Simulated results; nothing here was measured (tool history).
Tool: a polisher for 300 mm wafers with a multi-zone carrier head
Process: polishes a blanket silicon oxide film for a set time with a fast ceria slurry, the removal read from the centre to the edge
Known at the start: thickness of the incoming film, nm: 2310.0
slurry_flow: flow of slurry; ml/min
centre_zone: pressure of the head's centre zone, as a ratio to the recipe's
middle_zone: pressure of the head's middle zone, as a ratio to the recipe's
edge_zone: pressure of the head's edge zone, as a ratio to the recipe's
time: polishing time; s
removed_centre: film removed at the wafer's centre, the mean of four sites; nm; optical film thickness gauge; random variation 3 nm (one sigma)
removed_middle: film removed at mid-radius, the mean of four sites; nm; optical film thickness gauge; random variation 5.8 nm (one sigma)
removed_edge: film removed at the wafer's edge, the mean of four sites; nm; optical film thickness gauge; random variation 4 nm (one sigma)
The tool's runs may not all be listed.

run 1 hour=0.0 | slurry_flow=130 centre_zone=1.00 middle_zone=1.00 edge_zone=1.00 time=37 | removed_centre=622.32 removed_middle=606.00 removed_edge=615.83
run 2 hour=5.5 | slurry_flow=130 centre_zone=1.00 middle_zone=1.00 edge_zone=1.00 time=45 | removed_centre=743.19 removed_middle=753.56 removed_edge=740.48
run 3 hour=8.3 | slurry_flow=120 centre_zone=0.96 middle_zone=1.03 edge_zone=0.99 time=41 | removed_centre=626.21 removed_middle=697.85 removed_edge=664.96
run 4 hour=11.8 | slurry_flow=115 centre_zone=0.94 middle_zone=1.03 edge_zone=0.97 time=38 | removed_centre=573.12 removed_middle=629.16 removed_edge=610.75
run 5 hour=18.6 | slurry_flow=115 centre_zone=0.94 middle_zone=1.03 edge_zone=1.04 time=38 | removed_centre=570.63 removed_middle=634.47 removed_edge=638.77
run 6 hour=22.7 | slurry_flow=110 centre_zone=0.92 middle_zone=1.04 edge_zone=1.02 time=35 | removed_centre=511.00 removed_middle=573.78 removed_edge=557.32
run 7 hour=25.7 | slurry_flow=105 centre_zone=0.90 middle_zone=1.05 edge_zone=1.03 time=33 | removed_centre=457.17 removed_middle=543.35 removed_edge=530.54
run 8 hour=27.0 | slurry_flow=100 centre_zone=0.89 middle_zone=1.06 edge_zone=1.02 time=32 | removed_centre=430.94 removed_middle=525.16 removed_edge=493.52
run 9 hour=30.0 | slurry_flow=95 centre_zone=0.88 middle_zone=1.06 edge_zone=1.02 time=31 | removed_centre=406.98 removed_middle=498.95 removed_edge=487.48
run 10 hour=38.6 | slurry_flow=95 centre_zone=0.87 middle_zone=1.06 edge_zone=1.00 time=30 | removed_centre=398.85 removed_middle=486.46 removed_edge=463.24
run 11 hour=43.5 | slurry_flow=80 centre_zone=0.81 middle_zone=1.10 edge_zone=1.00 time=25 | removed_centre=281.04 removed_middle=386.50 removed_edge=373.41
run 12 hour=45.5 | slurry_flow=90 centre_zone=0.81 middle_zone=1.10 edge_zone=1.00 time=25 | removed_centre=294.81 removed_middle=410.08 removed_edge=375.90
run 13 hour=49.0 | slurry_flow=95 centre_zone=0.81 middle_zone=1.09 edge_zone=1.01 time=25 | removed_centre=307.54 removed_middle=406.03 removed_edge=382.96
run 14 hour=49.8 | slurry_flow=100 centre_zone=0.81 middle_zone=1.10 edge_zone=1.02 time=25 | removed_centre=304.26 removed_middle=422.92 removed_edge=395.60
run 15 hour=55.7 | slurry_flow=105 centre_zone=0.81 middle_zone=1.10 edge_zone=1.02 time=25 | removed_centre=312.45 removed_middle=424.68 removed_edge=400.38

The next listed run, before its measurement:
run 16 hour=61.2 | slurry_flow=105 centre_zone=0.81 middle_zone=1.10 edge_zone=1.01 time=25 | removed_centre=? removed_middle=? removed_edge=?

{"run 16": {"removed_centre": 315.1, "removed_middle": 435.84, "removed_edge": 398.07}}
